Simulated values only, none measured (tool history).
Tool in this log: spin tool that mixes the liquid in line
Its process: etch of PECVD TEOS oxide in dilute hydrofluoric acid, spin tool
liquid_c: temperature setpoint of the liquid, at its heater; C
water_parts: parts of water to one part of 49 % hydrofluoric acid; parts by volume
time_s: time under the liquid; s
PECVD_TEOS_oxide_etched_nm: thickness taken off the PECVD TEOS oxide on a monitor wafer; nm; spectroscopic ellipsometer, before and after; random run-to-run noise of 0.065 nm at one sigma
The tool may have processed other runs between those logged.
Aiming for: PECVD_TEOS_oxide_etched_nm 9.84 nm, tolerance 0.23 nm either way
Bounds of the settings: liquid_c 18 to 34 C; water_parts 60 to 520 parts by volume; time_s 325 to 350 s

run 1 hour=0 | liquid_c=26 water_parts=290 time_s=325 | PECVD_TEOS_oxide_etched_nm=16.394
run 2 hour=7 | liquid_c=24.5 water_parts=300 time_s=325 | PECVD_TEOS_oxide_etched_nm=14.842
run 3 hour=11.3 | liquid_c=24.5 water_parts=205 time_s=325 | PECVD_TEOS_oxide_etched_nm=23.839
run 4 hour=19.2 | liquid_c=23 water_parts=235 time_s=325 | PECVD_TEOS_oxide_etched_nm=19.033
run 5 hour=27.4 | liquid_c=22 water_parts=255 time_s=325 | PECVD_TEOS_oxide_etched_nm=16.897
run 6 hour=28.8 | liquid_c=21 water_parts=275 time_s=325 | PECVD_TEOS_oxide_etched_nm=14.797
run 7 hour=30.8 | liquid_c=20.5 water_parts=290 time_s=325 | PECVD_TEOS_oxide_etched_nm=13.347
run 8 hour=38.8 | liquid_c=20.5 water_parts=290 time_s=325 | PECVD_TEOS_oxide_etched_nm=13.451
run 9 hour=44.4 | liquid_c=20 water_parts=300 time_s=325 | PECVD_TEOS_oxide_etched_nm=12.884
run 10 hour=48.3 | liquid_c=19.5 water_parts=310 time_s=325 | PECVD_TEOS_oxide_etched_nm=12.083
run 11 hour=56.9 | liquid_c=19.5 water_parts=310 time_s=325 | PECVD_TEOS_oxide_etched_nm=12.058
run 12 hour=58.1 | liquid_c=19 water_parts=315 time_s=325 | PECVD_TEOS_oxide_etched_nm=11.527

Of the 4 settings listed for the next run, only one would bring every result within its allowed miss of target. Which one?
run A hour=59.3 | liquid_c=18 water_parts=360 time_s=325 | PECVD_TEOS_oxide_etched_nm=?
run B hour=59.3 | liquid_c=18 water_parts=345 time_s=325 | PECVD_TEOS_oxide_etched_nm=?
run C hour=59.3 | liquid_c=18 water_parts=375 time_s=340 | PECVD_TEOS_oxide_etched_nm=?
run D hour=59.3 | liquid_c=19.5 water_parts=400 time_s=350 | PECVD_TEOS_oxide_etched_nm=?

move=A PECVD_TEOS_oxide_etched_nm=9.4042
move=B PECVD_TEOS_oxide_etched_nm=9.9345
move=C PECVD_TEOS_oxide_etched_nm=9.3306
move=D PECVD_TEOS_oxide_etched_nm=9.3062
A: pushes the last run's worst result past its target
B: hits every target within its allowed miss
C: pushes the last run's worst result past its target
D: pushes the last run's worst result past its target
The right move is B.
